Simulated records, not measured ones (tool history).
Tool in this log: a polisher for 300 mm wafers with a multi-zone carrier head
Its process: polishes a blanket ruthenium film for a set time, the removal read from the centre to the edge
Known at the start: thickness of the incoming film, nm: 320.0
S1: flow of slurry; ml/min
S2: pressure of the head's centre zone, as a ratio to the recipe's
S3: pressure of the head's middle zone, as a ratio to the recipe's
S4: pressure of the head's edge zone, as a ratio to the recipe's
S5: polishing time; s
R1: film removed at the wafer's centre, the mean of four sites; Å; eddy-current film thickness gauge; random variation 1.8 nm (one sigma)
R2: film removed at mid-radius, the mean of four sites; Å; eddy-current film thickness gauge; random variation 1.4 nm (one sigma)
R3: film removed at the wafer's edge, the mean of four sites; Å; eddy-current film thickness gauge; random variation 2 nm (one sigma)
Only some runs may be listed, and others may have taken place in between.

Run 1, hour 0: S1 160 ml/min, S2 1, S3 1, S4 1, S5 70 s. Result: R1 1114.5 Å, R2 1089.3 Å, R3 1134.5 Å.
Run 2, hour 1.4: S1 175 ml/min, S2 1.02, S3 1.06, S4 1.01, S5 73 s. Result: R1 1174.8 Å, R2 1238.7 Å, R3 1214.8 Å.
Run 3, hour 5.4: S1 190 ml/min, S2 1.07, S3 1.09, S4 1.01, S5 75 s. Result: R1 1280.5 Å, R2 1319.9 Å, R3 1235.3 Å.
Run 4, hour 13.5: S1 200 ml/min, S2 1.09, S3 1.11, S4 1.03, S5 77 s. Result: R1 1331.3 Å, R2 1387 Å, R3 1261.5 Å.
Run 5, hour 22.2: S1 200 ml/min, S2 1.1, S3 1.12, S4 1.03, S5 79 s. Result: R1 1398.6 Å, R2 1419.2 Å, R3 1316.7 Å.
Run 6, hour 28.7: S1 205 ml/min, S2 1.1, S3 1.14, S4 1.03, S5 80 s. Result: R1 1433.5 Å, R2 1468.2 Å, R3 1344.6 Å.
Run 7, hour 31: S1 210 ml/min, S2 1.1, S3 1.16, S4 1.02, S5 81 s. Result: R1 1466.3 Å, R2 1516.3 Å, R3 1368.3 Å.

Run 8 has not been measured yet. What should we expect?
Run 8, hour 32.7: S1 220 ml/min, S2 1.09, S3 1.17, S4 1.01, S5 81 s. Result: R1 ?, R2 ?, R3 ?.

R1: 1460.6 Å
R2: 1534.9 Å
R3: 1378.1 Å
